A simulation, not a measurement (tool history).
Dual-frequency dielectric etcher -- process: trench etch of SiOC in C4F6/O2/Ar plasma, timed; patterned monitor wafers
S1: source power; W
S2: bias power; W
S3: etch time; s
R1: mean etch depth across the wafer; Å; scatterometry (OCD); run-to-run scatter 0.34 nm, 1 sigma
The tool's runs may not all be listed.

{"run": 1, "hour": 0.0, "S1": 380, "S2": 229, "S3": 23.5, "R1": 507.86}
{"run": 2, "hour": 7.2, "S1": 380, "S2": 229, "S3": 24.5, "R1": 526.59}
{"run": 3, "hour": 12.5, "S1": 380, "S2": 229, "S3": 24.5, "R1": 521.25}
{"run": 4, "hour": 13.2, "S1": 380, "S2": 188, "S3": 24.5, "R1": 475.38}
{"run": 5, "hour": 18.9, "S1": 350, "S2": 188, "S3": 24.5, "R1": 463.73}
{"run": 6, "hour": 22.1, "S1": 400, "S2": 197, "S3": 24.5, "R1": 494.52}
{"run": 7, "hour": 26.4, "S1": 430, "S2": 205, "S3": 24.5, "R1": 511.42}

For run 8, what comes out?
{"run": 8, "hour": 28.0, "S1": 430, "S2": 205, "S3": 24.5, "R1": "?"}

Run 8 measured R1 509.67 Å.
